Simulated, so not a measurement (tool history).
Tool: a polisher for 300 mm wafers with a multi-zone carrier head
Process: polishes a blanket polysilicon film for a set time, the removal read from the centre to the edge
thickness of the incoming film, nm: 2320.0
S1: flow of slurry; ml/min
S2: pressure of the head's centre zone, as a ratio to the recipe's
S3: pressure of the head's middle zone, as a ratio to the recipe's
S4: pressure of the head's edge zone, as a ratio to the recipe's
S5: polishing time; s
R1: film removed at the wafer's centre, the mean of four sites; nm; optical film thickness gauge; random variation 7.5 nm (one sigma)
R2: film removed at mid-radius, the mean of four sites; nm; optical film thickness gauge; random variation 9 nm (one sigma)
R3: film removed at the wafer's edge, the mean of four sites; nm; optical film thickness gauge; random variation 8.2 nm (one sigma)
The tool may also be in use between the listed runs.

run  hour   S1    S2    S3    S4  S5      R1      R2      R3
  1   0.0  305  1.00  1.00  1.00  79  969.86  960.63  991.34
  2   5.0  235  1.00  1.00  1.00  79  927.02  905.85  971.31
  3   9.0  235  0.94  1.00  1.00  79  882.52  911.30  953.05
  4  15.2  250  0.96  1.00  0.98  75  849.98  865.10  925.23
  5  21.8  250  0.96  1.00  1.06  75  872.94  905.97  966.49
  6  29.0  250  0.96  1.00  1.00  75  861.48  890.58  923.16
  7  38.0  265  0.98  1.00  0.98  71  830.70  864.94  863.93
  8  43.1  270  1.00  0.99  0.97  69  820.27  806.75  845.32
  9  50.3  280  1.01  0.99  0.96  67  815.58  786.13  813.94
 10  53.9  290  1.02  0.99  0.95  65  800.44  777.66  795.76
 11  55.2  295  1.03  0.99  0.94  63  798.88  751.41  761.98

Run 12 comes next. What will it give?
 12  56.3  300  1.03  0.99  0.93  62   ?   ?   ?

Run 12 gave R1 767.84 nm, R2 716.22 nm, R3 753.63 nm.
